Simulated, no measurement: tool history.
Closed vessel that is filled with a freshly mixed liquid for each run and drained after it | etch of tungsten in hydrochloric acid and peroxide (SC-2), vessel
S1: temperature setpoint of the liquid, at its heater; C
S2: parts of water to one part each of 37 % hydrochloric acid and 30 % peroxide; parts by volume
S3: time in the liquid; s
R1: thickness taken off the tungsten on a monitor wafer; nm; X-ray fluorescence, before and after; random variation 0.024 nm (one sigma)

| run | hour | S1 | S2 | S3 | R1 |
|---|---|---|---|---|---|
| 1 | 0.0 | 57.0 | 9.5 | 30 | 8.5201 |
| 2 | 8.2 | 54.5 | 9.5 | 30 | 7.2583 |
| 3 | 14.7 | 52.5 | 9.5 | 30 | 6.4072 |
| 4 | 16.5 | 51.0 | 9.5 | 30 | 5.8177 |
| 5 | 24.9 | 51.0 | 9.5 | 30 | 5.7362 |
| 6 | 28.3 | 55.0 | 9.5 | 30 | 7.4158 |
| 7 | 33.0 | 47.0 | 9.5 | 30 | 4.4364 |

Forecast run 8:
| 8 | 41.1 | 46.5 | 9.5 | 30 | ? |

R1: 4.2632 nm
